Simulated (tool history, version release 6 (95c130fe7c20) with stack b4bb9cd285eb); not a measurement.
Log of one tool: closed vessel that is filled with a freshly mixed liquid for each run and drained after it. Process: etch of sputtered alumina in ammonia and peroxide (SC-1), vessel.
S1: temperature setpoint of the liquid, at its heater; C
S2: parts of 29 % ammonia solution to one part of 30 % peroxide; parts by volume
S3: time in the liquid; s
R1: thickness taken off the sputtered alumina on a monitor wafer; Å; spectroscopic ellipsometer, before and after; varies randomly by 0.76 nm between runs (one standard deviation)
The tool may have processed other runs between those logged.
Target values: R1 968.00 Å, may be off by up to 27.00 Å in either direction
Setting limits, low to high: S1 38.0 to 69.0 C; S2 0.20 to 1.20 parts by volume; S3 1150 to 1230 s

run	hour	S1	S2	S3	R1
1	0.0	53.0	0.85	1150	775.36
2	5.1	53.0	0.85	1230	829.61
3	7.2	53.5	0.85	1230	847.56
4	8.9	53.5	1.10	1230	878.50
5	12.4	54.0	1.10	1230	893.12
6	21.0	54.0	1.10	1150	843.37
7	24.3	54.5	1.10	1150	868.90
8	28.0	55.0	1.10	1150	894.40

Which of these 4 next moves meets every target?
A	31.7	56.5	1.05	1165	?
B	31.7	53.0	1.20	1150	?
C	31.7	54.0	1.10	1210	?
D	31.7	53.5	1.15	1150	?

move	R1
A	963.98
B	800.07
C	880.88
D	818.53
A: meets every target
B: moves away from the targets compared with the last run
C: moves away from the targets compared with the last run
D: moves away from the targets compared with the last run
A is the move that brings every result within its allowed miss.
